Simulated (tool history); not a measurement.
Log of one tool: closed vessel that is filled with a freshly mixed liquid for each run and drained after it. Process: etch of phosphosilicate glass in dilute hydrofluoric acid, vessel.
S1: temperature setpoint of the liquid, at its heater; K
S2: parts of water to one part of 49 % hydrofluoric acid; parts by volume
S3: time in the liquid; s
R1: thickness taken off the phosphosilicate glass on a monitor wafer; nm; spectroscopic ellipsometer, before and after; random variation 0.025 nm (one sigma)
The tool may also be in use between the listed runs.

Run 1, day 0: S1 296.15 K, S2 255 parts by volume, S3 30 s. Result: R1 8.3561 nm.
Run 2, day 0.35: S1 293.15 K, S2 255 parts by volume, S3 30 s. Result: R1 7.4436 nm.
Run 3, day 0.633: S1 292.65 K, S2 265 parts by volume, S3 30 s. Result: R1 6.9848 nm.
Run 4, day 0.733: S1 292.65 K, S2 265 parts by volume, S3 30 s. Result: R1 6.9194 nm.
Run 5, day 0.917: S1 292.15 K, S2 275 parts by volume, S3 30 s. Result: R1 6.5599 nm.
Run 6, day 0.95: S1 291.65 K, S2 280 parts by volume, S3 30 s. Result: R1 6.3122 nm.
Run 7, day 1.067: S1 291.65 K, S2 285 parts by volume, S3 30 s. Result: R1 6.1577 nm.
Run 8, day 1.208: S1 291.65 K, S2 290 parts by volume, S3 30 s. Result: R1 6.0522 nm.

Forecast run 9:
Run 9, day 1.312: S1 291.65 K, S2 295 parts by volume, S3 30 s. Result: R1 ?.

{"run 9": {"R1": 5.8921}}
